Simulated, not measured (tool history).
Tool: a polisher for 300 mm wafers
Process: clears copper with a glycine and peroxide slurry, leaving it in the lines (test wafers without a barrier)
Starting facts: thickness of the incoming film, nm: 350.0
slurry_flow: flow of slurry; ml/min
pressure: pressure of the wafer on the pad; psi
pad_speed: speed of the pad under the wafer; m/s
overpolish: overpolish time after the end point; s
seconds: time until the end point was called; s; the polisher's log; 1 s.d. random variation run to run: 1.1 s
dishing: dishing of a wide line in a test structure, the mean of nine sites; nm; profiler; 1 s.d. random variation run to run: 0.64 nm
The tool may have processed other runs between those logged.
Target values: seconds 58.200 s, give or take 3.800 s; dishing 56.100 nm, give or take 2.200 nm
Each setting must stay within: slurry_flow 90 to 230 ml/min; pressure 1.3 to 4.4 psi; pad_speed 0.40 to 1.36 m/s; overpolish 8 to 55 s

run,day,slurry_flow,pressure,pad_speed,overpolish,seconds,dishing
1,0.000,150,2.8,0.88,28,89.068,61.459
2,0.262,150,2.1,0.88,28,110.000,53.209
3,0.371,155,2.5,0.92,23,94.405,52.493
4,0.654,155,2.8,0.96,20,81.131,51.698
# day 0.862: head pressure recalibrated
5,0.862,155,2.3,0.96,20,90.862,47.728
6,1.067,155,2.6,0.98,19,83.367,50.776
7,1.217,155,2.9,1.00,17,76.037,51.776
8,1.292,155,3.1,1.02,16,66.734,50.640

Pick the move, out of 4, that brings all results within their allowed miss; only one does.
A,1.367,175,3.0,0.92,19,?,?
B,1.367,195,3.8,0.96,16,?,?
C,1.367,160,2.7,0.98,21,?,?
D,1.367,180,2.8,0.86,25,?,?

move,seconds,dishing
A,74.737,53.433
B,58.123,56.414
C,78.551,54.751
D,83.132,59.238
A: moves away from the targets compared with the last run
B: each result inside its tolerance
C: brings the result that was furthest off to its target, and leaves another outside
D: carries the result that was furthest off beyond its target, to the other side
B meets every target.

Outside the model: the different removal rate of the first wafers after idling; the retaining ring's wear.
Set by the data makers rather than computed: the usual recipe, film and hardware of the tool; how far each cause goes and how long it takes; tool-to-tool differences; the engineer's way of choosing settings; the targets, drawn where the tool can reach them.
